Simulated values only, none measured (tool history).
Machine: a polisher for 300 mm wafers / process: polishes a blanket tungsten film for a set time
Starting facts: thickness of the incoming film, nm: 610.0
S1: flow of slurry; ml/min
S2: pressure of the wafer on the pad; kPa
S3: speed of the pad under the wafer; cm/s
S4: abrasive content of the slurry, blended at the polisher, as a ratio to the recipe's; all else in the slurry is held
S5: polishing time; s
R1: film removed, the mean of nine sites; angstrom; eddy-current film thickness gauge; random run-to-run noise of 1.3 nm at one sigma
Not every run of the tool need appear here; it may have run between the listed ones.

{"run": 1, "hour": 0.0, "S1": 145, "S2": 17.2, "S3": 96, "S4": 1.0, "S5": 25, "R1": 656.21}
{"run": 2, "hour": 8.6, "S1": 145, "S2": 17.9, "S3": 96, "S4": 1.0, "S5": 25, "R1": 671.34}
{"run": 3, "hour": 13.7, "S1": 170, "S2": 17.9, "S3": 96, "S4": 1.0, "S5": 25, "R1": 682.7}
{"run": 4, "hour": 14.3, "S1": 170, "S2": 18.6, "S3": 96, "S4": 1.0, "S5": 25, "R1": 714.32}
{"run": 5, "hour": 16.7, "S1": 170, "S2": 19.3, "S3": 96, "S4": 1.0, "S5": 25, "R1": 722.25}
{"run": 6, "hour": 24.7, "S1": 170, "S2": 19.3, "S3": 96, "S4": 1.0, "S5": 25, "R1": 762.03}
{"run": 7, "hour": 29.3, "S1": 170, "S2": 20.0, "S3": 96, "S4": 1.0, "S5": 25, "R1": 775.18}
{"run": 8, "hour": 35.9, "S1": 170, "S2": 20.7, "S3": 96, "S4": 1.0, "S5": 25, "R1": 795.63}
{"run": 9, "hour": 43.0, "S1": 170, "S2": 21.4, "S3": 96, "S4": 1.0, "S5": 25, "R1": 838.26}

Expected results for the next run?
{"run": 10, "hour": 45.5, "S1": 170, "S2": 21.4, "S3": 96, "S4": 1.0, "S5": 25, "R1": "?"}

R1: 854.51 angstrom
